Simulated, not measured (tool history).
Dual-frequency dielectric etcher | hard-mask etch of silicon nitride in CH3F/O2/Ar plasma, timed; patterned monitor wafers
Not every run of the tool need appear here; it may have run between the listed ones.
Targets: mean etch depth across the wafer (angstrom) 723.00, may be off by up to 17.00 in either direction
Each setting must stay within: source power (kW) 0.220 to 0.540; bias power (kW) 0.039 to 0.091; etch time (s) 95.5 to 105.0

run	day	source power (kW)	bias power (kW)	etch time (s)	mean etch depth across the wafer (angstrom)
1	0.000	0.380	0.065	105.0	639.76
2	0.083	0.420	0.065	105.0	659.14
3	0.233	0.390	0.065	105.0	644.06
4	0.583	0.410	0.066	105.0	657.54
5	0.875	0.480	0.066	105.0	697.35
6	1.058	0.430	0.066	105.0	671.74
7	1.254	0.450	0.067	105.0	683.90
8	1.379	0.460	0.068	105.0	690.88
9	1.471	0.470	0.069	105.0	699.36
10	1.567	0.480	0.069	105.0	703.01

Which single option among these 5 for the next run brings every result within its allowed miss of target? Just one does.
A	1.662	0.530	0.075	102.0	?
B	1.662	0.480	0.073	101.0	?
C	1.662	0.460	0.077	101.5	?
D	1.662	0.470	0.064	105.0	?
E	1.662	0.480	0.072	101.0	?

move	mean etch depth across the wafer (angstrom)
A	731.81
B	693.88
C	699.54
D	685.99
E	690.71
A: every result within its allowed miss
B: misses by more than the last run did
C: misses by more than the last run did
D: misses by more than the last run did
E: misses by more than the last run did
A is the move that brings every result within its allowed miss.

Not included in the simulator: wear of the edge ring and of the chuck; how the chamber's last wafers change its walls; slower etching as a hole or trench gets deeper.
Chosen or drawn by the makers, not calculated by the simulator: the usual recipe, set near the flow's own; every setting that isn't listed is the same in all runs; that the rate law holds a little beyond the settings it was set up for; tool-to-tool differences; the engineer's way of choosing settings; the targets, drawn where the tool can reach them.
